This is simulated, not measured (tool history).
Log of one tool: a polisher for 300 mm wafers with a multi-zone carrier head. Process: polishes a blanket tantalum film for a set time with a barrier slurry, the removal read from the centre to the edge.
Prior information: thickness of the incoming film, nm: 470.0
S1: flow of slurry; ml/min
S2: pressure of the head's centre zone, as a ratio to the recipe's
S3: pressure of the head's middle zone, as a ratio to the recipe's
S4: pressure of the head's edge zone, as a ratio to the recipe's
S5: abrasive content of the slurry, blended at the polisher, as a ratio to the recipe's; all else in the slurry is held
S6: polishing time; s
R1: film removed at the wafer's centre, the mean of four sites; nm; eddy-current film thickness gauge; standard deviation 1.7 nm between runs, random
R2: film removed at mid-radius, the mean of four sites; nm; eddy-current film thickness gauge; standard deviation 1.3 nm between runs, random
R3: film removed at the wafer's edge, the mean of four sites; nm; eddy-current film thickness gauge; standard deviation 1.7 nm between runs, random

run  hour   S1    S2    S3    S4    S5  S6      R1      R2      R3
  1     0  130     1     1     1     1  86   158.7  155.57  154.82
  2   3.3  125  1.02  0.99  0.97  0.95  86  155.37  152.74  150.04
  3   5.8  125  1.02  0.99  0.97  1.15  86  169.45  163.07  161.01
  4  12.8  110  1.02  0.99  0.97  1.15  86  164.62  156.93  156.35
  5  19.8  110  1.02  0.99  0.97  1.15  69  130.85  127.37  125.49
  6  25.9  110  1.02  0.99  0.93  1.15  69  131.17  126.42  121.35
  7  29.8  120  1.04  0.98  0.93  1.15  69  135.25     128  122.26
  8    35  155  1.14  0.94  0.99  1.25  69  165.41  134.54   133.8
  9  35.8  155  1.13  0.94  0.99  1.25  69  162.72  137.06  137.63

What will run 10 give?
 10  41.1  155  1.13  0.94  0.98  1.25  69   ?   ?   ?

{"run 10": {"R1": 160.49, "R2": 137.06, "R3": 137.57}}
